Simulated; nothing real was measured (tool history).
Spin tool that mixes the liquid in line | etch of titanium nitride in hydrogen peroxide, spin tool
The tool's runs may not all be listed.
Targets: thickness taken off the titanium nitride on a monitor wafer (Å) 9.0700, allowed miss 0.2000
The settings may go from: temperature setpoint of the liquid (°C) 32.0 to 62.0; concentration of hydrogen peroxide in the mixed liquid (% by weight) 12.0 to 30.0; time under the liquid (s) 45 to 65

run,hour,temperature setpoint of the liquid (°C),concentration of hydrogen peroxide in the mixed liquid (% by weight),time under the liquid (s),thickness taken off the titanium nitride on a monitor wafer (Å)
1,0.0,46.0,22.5,65,17.8700
2,8.8,44.5,22.5,65,15.9420
3,10.5,44.5,22.5,65,16.0100
4,15.9,44.5,26.5,65,16.6070
5,21.8,39.5,26.5,65,11.3380
6,26.4,39.0,26.5,65,10.7970
7,29.5,38.5,26.5,65,10.4290
8,36.4,38.0,26.5,65,9.9192
9,45.1,37.5,26.5,65,9.5609
10,45.9,37.0,26.5,65,9.2487

Which of these 5 next moves meets every target?
A,46.7,39.0,21.0,60,?
B,46.7,37.0,29.5,65,?
C,46.7,37.5,26.5,65,?
D,46.7,38.0,22.0,65,?
E,46.7,38.5,30.0,55,?

move,thickness taken off the titanium nitride on a monitor wafer (Å)
A,9.4552
B,9.4398
C,9.5872
D,9.5732
E,9.0130
A: further off than the last run
B: further off than the last run
C: further off than the last run
D: further off than the last run
E: meets every target
The right move is E.
